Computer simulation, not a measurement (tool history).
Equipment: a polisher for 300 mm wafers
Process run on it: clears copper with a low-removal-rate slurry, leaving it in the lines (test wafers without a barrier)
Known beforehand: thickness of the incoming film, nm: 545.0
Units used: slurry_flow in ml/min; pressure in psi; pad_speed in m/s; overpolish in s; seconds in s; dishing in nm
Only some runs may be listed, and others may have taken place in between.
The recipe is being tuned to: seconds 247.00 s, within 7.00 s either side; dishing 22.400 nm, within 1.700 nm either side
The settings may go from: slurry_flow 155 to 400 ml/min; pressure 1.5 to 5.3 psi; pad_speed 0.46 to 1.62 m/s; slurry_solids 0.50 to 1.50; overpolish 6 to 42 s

run 1 hour=0.0 | slurry_flow=255 pressure=3.4 pad_speed=1.04 slurry_solids=1.00 overpolish=21 | seconds=152.10 dishing=50.461
run 2 hour=1.9 | slurry_flow=255 pressure=3.2 pad_speed=1.04 slurry_solids=1.00 overpolish=19 | seconds=163.10 dishing=44.441
run 3 hour=3.2 | slurry_flow=255 pressure=3.0 pad_speed=1.04 slurry_solids=1.00 overpolish=18 | seconds=171.08 dishing=39.902
run 4 hour=7.8 | slurry_flow=255 pressure=2.5 pad_speed=1.04 slurry_solids=1.00 overpolish=18 | seconds=204.58 dishing=34.307
run 5 hour=12.2 | slurry_flow=255 pressure=2.8 pad_speed=1.04 slurry_solids=1.00 overpolish=18 | seconds=182.97 dishing=38.557
run 6 hour=17.0 | slurry_flow=310 pressure=2.8 pad_speed=1.04 slurry_solids=1.00 overpolish=18 | seconds=179.42 dishing=39.760
run 7 hour=21.9 | slurry_flow=305 pressure=2.7 pad_speed=1.04 slurry_solids=1.00 overpolish=17 | seconds=188.50 dishing=36.940
run 8 hour=30.4 | slurry_flow=305 pressure=2.6 pad_speed=1.04 slurry_solids=1.00 overpolish=16 | seconds=195.52 dishing=33.281
run 9 hour=31.0 | slurry_flow=305 pressure=2.5 pad_speed=1.04 slurry_solids=1.00 overpolish=15 | seconds=200.35 dishing=29.628
run 10 hour=38.4 | slurry_flow=305 pressure=2.4 pad_speed=1.04 slurry_solids=1.00 overpolish=15 | seconds=205.82 dishing=30.653
run 11 hour=45.5 | slurry_flow=305 pressure=2.3 pad_speed=1.04 slurry_solids=1.00 overpolish=14 | seconds=214.01 dishing=25.750
run 12 hour=53.7 | slurry_flow=305 pressure=2.2 pad_speed=1.04 slurry_solids=1.00 overpolish=14 | seconds=222.63 dishing=26.833

Pick the move, out of 4, that brings all results within their allowed miss; only one does.
run A hour=61.9 | slurry_flow=335 pressure=2.1 pad_speed=0.90 slurry_solids=1.25 overpolish=13 | seconds=? dishing=?
run B hour=61.9 | slurry_flow=285 pressure=2.5 pad_speed=1.06 slurry_solids=1.05 overpolish=11 | seconds=? dishing=?
run C hour=61.9 | slurry_flow=285 pressure=2.2 pad_speed=0.86 slurry_solids=1.00 overpolish=20 | seconds=? dishing=?
run D hour=61.9 | slurry_flow=275 pressure=1.7 pad_speed=1.30 slurry_solids=0.80 overpolish=20 | seconds=? dishing=?

move=A seconds=247.22 dishing=22.171
move=B seconds=194.31 dishing=23.785
move=C seconds=270.04 dishing=29.984
move=D seconds=243.36 dishing=32.418
A: all results land within tolerance of their targets
B: moves away from the targets compared with the last run
C: the result that was furthest off in the last run now lies on the other side of its target
D: puts the biggest miss on target and leaves a different result outside tolerance
Go with A: it meets all targets.
